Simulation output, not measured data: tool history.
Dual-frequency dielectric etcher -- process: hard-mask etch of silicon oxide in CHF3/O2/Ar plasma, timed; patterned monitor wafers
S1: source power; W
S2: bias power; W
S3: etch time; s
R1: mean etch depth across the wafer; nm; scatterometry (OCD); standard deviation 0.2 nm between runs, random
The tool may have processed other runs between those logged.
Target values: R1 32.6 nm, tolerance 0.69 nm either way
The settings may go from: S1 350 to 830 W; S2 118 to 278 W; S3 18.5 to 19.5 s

| run | day | S1 | S2 | S3 | R1 |
|---|---|---|---|---|---|
| 1 | 0 | 590 | 198 | 18.5 | 37.457 |
| 2 | 0.146 | 590 | 180 | 18.5 | 36.496 |
| 3 | 0.242 | 590 | 180 | 19.5 | 38.952 |
| 4 | 0.304 | 560 | 176 | 19.5 | 37.897 |
|  | 0.458 | wet clean of the chamber |
| 5 | 0.458 | 560 | 200 | 19.5 | 41.35 |
| 6 | 0.667 | 560 | 172 | 19.5 | 38.988 |
| 7 | 0.833 | 530 | 164 | 19.5 | 37.859 |
| 8 | 1.033 | 410 | 127 | 19 | 31.889 |

Pick the move, out of 4, that brings all results within their allowed miss; only one does.
| A | 1.233 | 350 | 150 | 18.5 | ? |
| B | 1.233 | 350 | 138 | 19 | ? |
| C | 1.233 | 510 | 119 | 18.5 | ? |
| D | 1.233 | 410 | 118 | 19 | ? |

| move | R1 |
|---|---|
| A | 30.982 |
| B | 31.008 |
| C | 32.222 |
| D | 30.938 |
A: moves away from the targets compared with the last run
B: moves away from the targets compared with the last run
C: every result within its allowed miss
D: moves away from the targets compared with the last run
C meets every target.
